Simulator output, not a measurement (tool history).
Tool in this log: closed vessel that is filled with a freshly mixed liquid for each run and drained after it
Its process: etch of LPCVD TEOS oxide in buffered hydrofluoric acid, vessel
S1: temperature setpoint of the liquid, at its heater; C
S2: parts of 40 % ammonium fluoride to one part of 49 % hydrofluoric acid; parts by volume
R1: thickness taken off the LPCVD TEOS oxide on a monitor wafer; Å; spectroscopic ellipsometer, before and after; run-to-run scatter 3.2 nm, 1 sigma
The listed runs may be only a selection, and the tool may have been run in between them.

run 1 day=0 | S1=21 S2=11 time_in_the_liquid_(s)=95 | R1=2417.2
run 2 day=0.221 | S1=21 S2=14 time_in_the_liquid_(s)=95 | R1=1929.2
run 3 day=0.521 | S1=22 S2=13.5 time_in_the_liquid_(s)=95 | R1=2097.5
run 4 day=0.85 | S1=22 S2=13.5 time_in_the_liquid_(s)=100 | R1=2222.2
run 5 day=1.054 | S1=25 S2=13.5 time_in_the_liquid_(s)=100 | R1=2589.5
run 6 day=1.092 | S1=25 S2=13.5 time_in_the_liquid_(s)=100 | R1=2641.9
run 7 day=1.45 | S1=25.5 S2=13.5 time_in_the_liquid_(s)=100 | R1=2694.1
run 8 day=1.617 | S1=26 S2=13.5 time_in_the_liquid_(s)=100 | R1=2724.1
run 9 day=1.992 | S1=26.5 S2=13.5 time_in_the_liquid_(s)=100 | R1=2877.8
run 10 day=2.079 | S1=27 S2=13.5 time_in_the_liquid_(s)=100 | R1=2883.4
run 11 day=2.383 | S1=27.5 S2=13.5 time_in_the_liquid_(s)=100 | R1=2969.9

Run 12, settings as shown, results not yet in. Your forecast:
run 12 day=2.696 | S1=28.5 S2=13 time_in_the_liquid_(s)=100 | R1=?

Run 12 gave R1 3237.8 Å.
